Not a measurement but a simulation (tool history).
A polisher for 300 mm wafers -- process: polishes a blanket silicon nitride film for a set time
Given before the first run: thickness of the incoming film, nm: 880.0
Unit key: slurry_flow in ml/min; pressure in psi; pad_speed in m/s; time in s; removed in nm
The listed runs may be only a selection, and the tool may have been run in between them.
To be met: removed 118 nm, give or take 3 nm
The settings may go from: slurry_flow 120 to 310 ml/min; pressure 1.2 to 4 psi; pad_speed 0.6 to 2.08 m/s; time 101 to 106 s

run,hour,slurry_flow,pressure,pad_speed,time,removed
1,0,200,2.6,1.34,101,141.63
2,1.3,195,2.5,1.34,101,135.56
3,5.2,195,2.5,1.22,101,129.39
4,14.2,155,2.5,1.22,101,126.41
5,16.5,155,3.1,1.22,101,153.35
6,22.5,155,2.9,1.22,101,145.29
7,26.5,155,2.7,1.22,101,134.75
8,28.8,155,2.6,1.22,101,129.96
9,32.3,155,2.5,1.22,101,126.03

Of the 5 settings listed for the next run, only one would bring every result within its allowed miss of target. Which one?
A,35.8,135,2.2,1.34,104,?
B,35.8,150,2.3,1.12,101,?
C,35.8,150,2.5,1.16,106,?
D,35.8,155,2.5,1.26,106,?
E,35.8,160,2.5,1.26,105,?

move,removed
A,118.93
B,111.47
C,129.11
D,135.4
E,134.71
A: every result within its allowed miss
B: takes the biggest miss from the last run beyond its target
C: the biggest miss grows against the last run
D: the biggest miss grows against the last run
E: the biggest miss grows against the last run
A is the move that brings every result within its allowed miss.

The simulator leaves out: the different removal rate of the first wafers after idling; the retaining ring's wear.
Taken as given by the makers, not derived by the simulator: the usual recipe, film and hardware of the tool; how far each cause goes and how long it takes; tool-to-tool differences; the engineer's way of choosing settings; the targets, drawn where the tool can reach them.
